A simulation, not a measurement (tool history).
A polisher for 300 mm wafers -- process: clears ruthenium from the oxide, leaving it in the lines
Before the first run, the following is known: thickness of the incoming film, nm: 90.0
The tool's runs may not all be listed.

run	hour	flow of slurry (ml/min)	pressure of the wafer on the pad (kPa)	speed of the pad under the wafer (cm/s)	overpolish time after the end point (s)	time until the end point was called (s)
1	0	265	11	90	10	129.52
2	4.4	265	11	106	10	109.86
3	5.3	260	9	92	10	154.27
4	9.6	325	9	92	10	152.46
5	11.5	325	7.6	82	10	202.02
6	13.4	390	7.6	82	10	199.31
7	16.2	390	6.9	76	10	227.98
8	23.5	390	6.2	72	10	268.82
9	31.3	390	5.5	70	10	303.85
10	37.7	385	5.5	70	10	313.76
11	45.3	380	5.5	70	10	312.12

Estimate the outcome of run 12 from the log above:
12	46.3	370	5.5	70	10	?

time until the end point was called (s): 309.36

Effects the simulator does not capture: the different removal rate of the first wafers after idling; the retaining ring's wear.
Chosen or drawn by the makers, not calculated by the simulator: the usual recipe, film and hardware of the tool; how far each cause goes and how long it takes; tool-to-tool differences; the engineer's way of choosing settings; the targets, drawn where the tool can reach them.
